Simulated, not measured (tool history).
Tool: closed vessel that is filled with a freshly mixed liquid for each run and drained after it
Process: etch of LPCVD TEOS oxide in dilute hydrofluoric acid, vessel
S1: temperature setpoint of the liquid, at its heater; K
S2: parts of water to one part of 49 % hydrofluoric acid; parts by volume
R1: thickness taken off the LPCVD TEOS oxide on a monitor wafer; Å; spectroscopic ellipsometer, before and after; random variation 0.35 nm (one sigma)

Run 1, hour 0.0: S1 298.15 K, S2 225 parts by volume, time in the liquid (s) 295. Result: R1 238.04 Å.
Run 2, hour 6.9: S1 299.15 K, S2 220 parts by volume, time in the liquid (s) 295. Result: R1 251.06 Å.
Run 3, hour 10.5: S1 299.15 K, S2 220 parts by volume, time in the liquid (s) 295. Result: R1 254.10 Å.
Run 4, hour 11.7: S1 300.15 K, S2 215 parts by volume, time in the liquid (s) 295. Result: R1 270.88 Å.
Run 5, hour 17.9: S1 300.15 K, S2 215 parts by volume, time in the liquid (s) 295. Result: R1 271.92 Å.
Run 6, hour 20.3: S1 297.65 K, S2 215 parts by volume, time in the liquid (s) 295. Result: R1 247.27 Å.
Run 7, hour 26.1: S1 298.65 K, S2 210 parts by volume, time in the liquid (s) 295. Result: R1 259.87 Å.
Run 8, hour 28.8: S1 299.65 K, S2 205 parts by volume, time in the liquid (s) 295. Result: R1 280.98 Å.

The next listed run, before its measurement:
Run 9, hour 32.7: S1 303.65 K, S2 195 parts by volume, time in the liquid (s) 295. Result: R1 ?.

{"run 9": {"R1": 350.65}}

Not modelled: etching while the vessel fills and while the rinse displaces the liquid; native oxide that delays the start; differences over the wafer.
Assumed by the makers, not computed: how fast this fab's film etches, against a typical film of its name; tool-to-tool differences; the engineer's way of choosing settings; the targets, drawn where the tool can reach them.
